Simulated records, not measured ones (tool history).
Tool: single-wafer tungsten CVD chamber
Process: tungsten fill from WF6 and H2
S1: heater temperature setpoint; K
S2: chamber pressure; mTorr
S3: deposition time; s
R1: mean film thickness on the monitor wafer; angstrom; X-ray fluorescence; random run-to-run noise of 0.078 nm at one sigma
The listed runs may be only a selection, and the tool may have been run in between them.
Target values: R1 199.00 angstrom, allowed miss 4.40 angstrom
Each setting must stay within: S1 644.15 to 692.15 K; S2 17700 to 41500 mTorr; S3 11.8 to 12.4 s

Run 1, hour 0.0: S1 668.15 K, S2 29600 mTorr, S3 12.4 s. Result: R1 291.44 angstrom.
Run 2, hour 3.0: S1 672.15 K, S2 29600 mTorr, S3 12.4 s. Result: R1 316.58 angstrom.
Run 3, hour 3.9: S1 672.15 K, S2 29600 mTorr, S3 11.8 s. Result: R1 301.59 angstrom.
Run 4, hour 11.0: S1 665.15 K, S2 29400 mTorr, S3 11.8 s. Result: R1 259.37 angstrom.
Run 5, hour 17.2: S1 661.15 K, S2 29300 mTorr, S3 11.8 s. Result: R1 237.14 angstrom.
Run 6, hour 18.4: S1 661.15 K, S2 26800 mTorr, S3 11.8 s. Result: R1 232.20 angstrom.
Run 7, hour 24.3: S1 659.15 K, S2 26700 mTorr, S3 11.8 s. Result: R1 222.41 angstrom.
Run 8, hour 29.5: S1 652.15 K, S2 26500 mTorr, S3 11.8 s. Result: R1 187.02 angstrom.
Run 9, hour 32.5: S1 653.15 K, S2 26500 mTorr, S3 11.8 s. Result: R1 192.47 angstrom.

Exercise: of the 4 proposed moves below, exactly one satisfies all targets within the stated allowed misses. Which move is it?
Run A, hour 35.5: S1 652.15 K, S2 23300 mTorr, S3 11.9 s. Result: R1 ?.
Run B, hour 35.5: S1 653.15 K, S2 25100 mTorr, S3 12.4 s. Result: R1 ?.
Run C, hour 35.5: S1 653.15 K, S2 22700 mTorr, S3 11.9 s. Result: R1 ?.
Run D, hour 35.5: S1 652.15 K, S2 24300 mTorr, S3 11.8 s. Result: R1 ?.

move      R1
   A  183.56
   B  199.72
   C  186.51
   D  184.09
A: misses by more than the last run did
B: each result inside its tolerance
C: misses by more than the last run did
D: misses by more than the last run did
B is the move that brings every result within its allowed miss.
